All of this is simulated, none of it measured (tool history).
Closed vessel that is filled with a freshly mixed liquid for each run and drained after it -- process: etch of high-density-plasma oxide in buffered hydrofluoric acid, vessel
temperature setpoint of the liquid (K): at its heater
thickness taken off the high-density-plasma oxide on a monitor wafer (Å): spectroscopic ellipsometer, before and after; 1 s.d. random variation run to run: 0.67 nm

run	hour	temperature setpoint of the liquid (K)	parts of 40 % ammonium fluoride to one part of 49 % hydrofluoric acid (parts by volume)	time in the liquid (s)	thickness taken off the high-density-plasma oxide on a monitor wafer (Å)
1	0	295.15	13.5	30	575.57
2	3.8	296.15	13.5	30	608.2
3	10.2	296.65	13.5	30	604
4	18.4	296.65	16.5	30	502.04
5	23.5	297.65	16	30	558.74
6	31	298.65	16	30	579.78
7	36.4	299.15	16	30	602.97

Run 8 comes next. What will it give?
8	41.4	299.65	16	30	?

{"run 8": {"thickness taken off the high-density-plasma oxide on a monitor wafer (Å)": 600.05}}
